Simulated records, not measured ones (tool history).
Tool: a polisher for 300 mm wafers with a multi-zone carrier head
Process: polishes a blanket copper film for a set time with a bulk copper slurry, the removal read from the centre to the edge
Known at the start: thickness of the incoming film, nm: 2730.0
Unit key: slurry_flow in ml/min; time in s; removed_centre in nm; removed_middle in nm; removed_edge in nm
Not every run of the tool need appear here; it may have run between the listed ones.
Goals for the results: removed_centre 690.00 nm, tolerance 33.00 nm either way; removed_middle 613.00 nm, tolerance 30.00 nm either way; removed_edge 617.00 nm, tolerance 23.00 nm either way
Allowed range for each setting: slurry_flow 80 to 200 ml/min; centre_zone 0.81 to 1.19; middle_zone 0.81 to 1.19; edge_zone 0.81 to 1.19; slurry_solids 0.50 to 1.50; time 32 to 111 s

| run | hour | slurry_flow | centre_zone | middle_zone | edge_zone | slurry_solids | time | removed_centre | removed_middle | removed_edge |
|---|---|---|---|---|---|---|---|---|---|---|
| 1 | 0.0 | 130 | 1.00 | 1.00 | 1.00 | 1.00 | 71 | 494.69 | 486.25 | 486.43 |
| 2 | 2.2 | 135 | 1.02 | 1.00 | 1.01 | 1.05 | 72 | 518.42 | 505.00 | 507.57 |
| 3 | 6.3 | 140 | 1.04 | 1.00 | 1.02 | 1.10 | 72 | 547.72 | 514.37 | 511.83 |
| 4 | 13.9 | 140 | 1.04 | 1.07 | 1.02 | 1.10 | 72 | 542.15 | 535.59 | 509.36 |
| 5 | 22.0 | 145 | 1.05 | 1.06 | 1.03 | 1.15 | 72 | 566.14 | 550.02 | 520.55 |
| 6 | 26.1 | 145 | 1.05 | 1.06 | 0.97 | 1.15 | 72 | 548.78 | 535.52 | 500.64 |
| 7 | 27.3 | 150 | 1.05 | 1.05 | 0.99 | 1.20 | 72 | 554.73 | 559.10 | 510.12 |
| 8 | 34.9 | 140 | 1.15 | 0.95 | 1.09 | 1.45 | 82 | 728.44 | 594.84 | 626.01 |

Consider the 5 candidate settings below. Which is the only one whose results all fall within their allowed miss of target?
| A | 42.5 | 130 | 1.01 | 0.88 | 1.07 | 1.35 | 83 | ? | ? | ? |
| B | 42.5 | 170 | 1.05 | 0.98 | 1.02 | 1.50 | 74 | ? | ? | ? |
| C | 42.5 | 115 | 1.15 | 0.90 | 1.12 | 1.50 | 82 | ? | ? | ? |
| D | 42.5 | 145 | 1.19 | 1.03 | 1.03 | 1.50 | 85 | ? | ? | ? |
| E | 42.5 | 160 | 1.10 | 1.01 | 1.07 | 1.50 | 79 | ? | ? | ? |

| move | removed_centre | removed_middle | removed_edge |
|---|---|---|---|
| A | 603.83 | 548.74 | 612.15 |
| B | 600.50 | 570.18 | 560.17 |
| C | 675.23 | 549.82 | 620.62 |
| D | 760.52 | 665.45 | 634.34 |
| E | 664.90 | 618.37 | 607.91 |
A: carries the result that was furthest off beyond its target, to the other side
B: carries the result that was furthest off beyond its target, to the other side
C: puts the biggest miss on target and leaves a different result outside tolerance
D: lands further from the targets than the last run did
E: all results in spec
Correct choice: E, which meets every target
